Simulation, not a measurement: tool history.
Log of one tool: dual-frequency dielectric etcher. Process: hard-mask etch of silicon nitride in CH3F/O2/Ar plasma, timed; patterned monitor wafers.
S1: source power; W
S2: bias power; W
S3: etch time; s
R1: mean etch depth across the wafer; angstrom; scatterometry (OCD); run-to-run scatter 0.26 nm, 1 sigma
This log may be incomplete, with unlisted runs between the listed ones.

Run 1, day 0: S1 480 W, S2 75 W, S3 149 s. Result: R1 1005.2 angstrom.
Run 2, day 0.042: S1 480 W, S2 86 W, S3 149 s. Result: R1 1067.1 angstrom.
Run 3, day 0.4: S1 480 W, S2 86 W, S3 135.5 s. Result: R1 964.15 angstrom.
Run 4, day 0.571: S1 460 W, S2 84 W, S3 135.5 s. Result: R1 931.01 angstrom.
Run 5, day 0.738: S1 450 W, S2 84 W, S3 135.5 s. Result: R1 924.56 angstrom.
Run 6, day 0.992: S1 440 W, S2 84 W, S3 135.5 s. Result: R1 908.6 angstrom.
At day 1.329: bias power generator calibrated.
Run 7, day 1.329: S1 430 W, S2 84 W, S3 135.5 s. Result: R1 878.33 angstrom.
Run 8, day 1.671: S1 420 W, S2 84 W, S3 135.5 s. Result: R1 871.58 angstrom.

Run 9 comes next. What will it give?
Run 9, day 2.004: S1 410 W, S2 84 W, S3 135.5 s. Result: R1 ?.

R1: 854.02 angstrom

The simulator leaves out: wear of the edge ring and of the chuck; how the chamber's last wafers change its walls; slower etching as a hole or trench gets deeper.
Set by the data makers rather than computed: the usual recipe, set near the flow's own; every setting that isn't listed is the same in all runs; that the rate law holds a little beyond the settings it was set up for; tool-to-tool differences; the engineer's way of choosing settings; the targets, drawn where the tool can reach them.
